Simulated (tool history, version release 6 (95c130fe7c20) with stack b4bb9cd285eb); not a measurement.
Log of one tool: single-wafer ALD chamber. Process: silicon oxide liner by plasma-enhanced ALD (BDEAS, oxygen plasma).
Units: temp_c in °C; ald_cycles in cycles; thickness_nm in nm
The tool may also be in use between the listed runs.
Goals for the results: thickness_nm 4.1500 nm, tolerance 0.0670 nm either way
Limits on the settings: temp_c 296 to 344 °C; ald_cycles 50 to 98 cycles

run,hour,temp_c,ald_cycles,thickness_nm
1,0.0,320,74,5.6772
2,3.9,321,70,5.3628
3,10.2,316,70,5.3906
4,11.0,316,61,4.6990
5,20.0,316,60,4.6231
6,21.7,316,50,3.8539
7,26.5,315,51,3.9463
8,33.3,314,51,3.9424
9,36.2,314,52,4.0240

Below are 5 possible settings for the next run. Only one of them brings all results inside the allowed miss of their targets. Which is it?
A,39.1,316,51,?
B,39.1,321,54,?
C,39.1,323,52,?
D,39.1,303,55,?
E,39.1,322,57,?

move,thickness_nm
A,3.9269
B,4.1240
C,3.9582
D,4.3245
E,4.3460
A: the biggest miss grows against the last run
B: meets every target
C: the biggest miss grows against the last run
D: pushes the last run's worst result past its target
E: pushes the last run's worst result past its target
The right move is B.

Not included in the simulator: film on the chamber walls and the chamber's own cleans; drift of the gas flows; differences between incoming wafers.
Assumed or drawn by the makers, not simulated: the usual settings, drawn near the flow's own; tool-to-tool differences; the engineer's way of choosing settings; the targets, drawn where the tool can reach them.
